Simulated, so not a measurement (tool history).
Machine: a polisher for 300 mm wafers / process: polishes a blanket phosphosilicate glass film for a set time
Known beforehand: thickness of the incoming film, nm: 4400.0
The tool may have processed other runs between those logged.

run  hour  flow of slurry (ml/min)  pressure of the wafer on the pad (psi)  speed of the pad under the wafer (cm/s)  abrasive content of the slurry  polishing time (s)  film removed (angstrom)
  1   0.0                      145                                     3.2                                       84                             1.0                  49                   3024.3
  2   4.6                      145                                     2.8                                       84                             1.0                  49                   2610.6
  3   5.8                      155                                     3.2                                       84                             1.0                  49                   3108.5
  4   8.9                      170                                     3.4                                       84                             1.0                  49                   3322.8
  5  13.1                      170                                     3.0                                       84                             1.0                  49                   2916.2
  6  16.3                      180                                     3.3                                       84                             1.0                  49                   3261.8
  7  19.2                      185                                     3.5                                       84                             1.0                  49                   3480.7
  8  22.6                      190                                     3.7                                       84                             1.0                  49                   3724.8
  9  30.0                      195                                     3.8                                       84                             1.0                  49                   3782.3

Forecast run 10:
 10  37.0                      195                                     3.9                                       84                             1.0                  49                        ?

Run 10 produced film removed (angstrom) 3950.4.

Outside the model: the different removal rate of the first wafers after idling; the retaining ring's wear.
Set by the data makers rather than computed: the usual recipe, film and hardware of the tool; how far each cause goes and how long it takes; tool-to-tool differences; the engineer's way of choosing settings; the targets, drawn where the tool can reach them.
